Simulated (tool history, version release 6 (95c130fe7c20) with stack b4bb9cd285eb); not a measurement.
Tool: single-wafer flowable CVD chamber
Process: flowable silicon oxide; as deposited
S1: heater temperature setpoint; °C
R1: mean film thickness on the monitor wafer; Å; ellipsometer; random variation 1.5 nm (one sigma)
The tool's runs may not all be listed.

run 1 hour=0 | S1=110 chamber_pressure_(Pa)=114.7 RF_power_(W)=1900 deposition_time_(s)=1280 | R1=5868.5
run 2 hour=1.5 | S1=115 chamber_pressure_(Pa)=113.2 RF_power_(W)=1900 deposition_time_(s)=1280 | R1=4884.7
run 3 hour=2.2 | S1=115 chamber_pressure_(Pa)=113.2 RF_power_(W)=1795 deposition_time_(s)=1280 | R1=4817.8
run 4 hour=6.8 | S1=115 chamber_pressure_(Pa)=113.2 RF_power_(W)=1795 deposition_time_(s)=1280 | R1=4840
run 5 hour=9.4 | S1=115 chamber_pressure_(Pa)=113.2 RF_power_(W)=1795 deposition_time_(s)=1280 | R1=4808.1
run 6 hour=13.7 | S1=125 chamber_pressure_(Pa)=113.2 RF_power_(W)=1795 deposition_time_(s)=1280 | R1=3519.5
run 7 hour=17.7 | S1=127 chamber_pressure_(Pa)=112.3 RF_power_(W)=1795 deposition_time_(s)=1280 | R1=3261.7
run 8 hour=26.7 | S1=128 chamber_pressure_(Pa)=111.6 RF_power_(W)=1795 deposition_time_(s)=1280 | R1=3162.1
run 9 hour=32.8 | S1=128 chamber_pressure_(Pa)=111.6 RF_power_(W)=1795 deposition_time_(s)=1280 | R1=3148.4
run 10 hour=40.1 | S1=129 chamber_pressure_(Pa)=110.9 RF_power_(W)=1795 deposition_time_(s)=1280 | R1=3079.2
run 11 hour=45.7 | S1=130 chamber_pressure_(Pa)=109.9 RF_power_(W)=1795 deposition_time_(s)=1280 | R1=2988.8
run 12 hour=49.1 | S1=131 chamber_pressure_(Pa)=108.5 RF_power_(W)=1795 deposition_time_(s)=1280 | R1=2864.1

Run 13 comes next. What will it give?
run 13 hour=54.3 | S1=134 chamber_pressure_(Pa)=104.5 RF_power_(W)=1790 deposition_time_(s)=1280 | R1=?

R1: 2549.2 Å
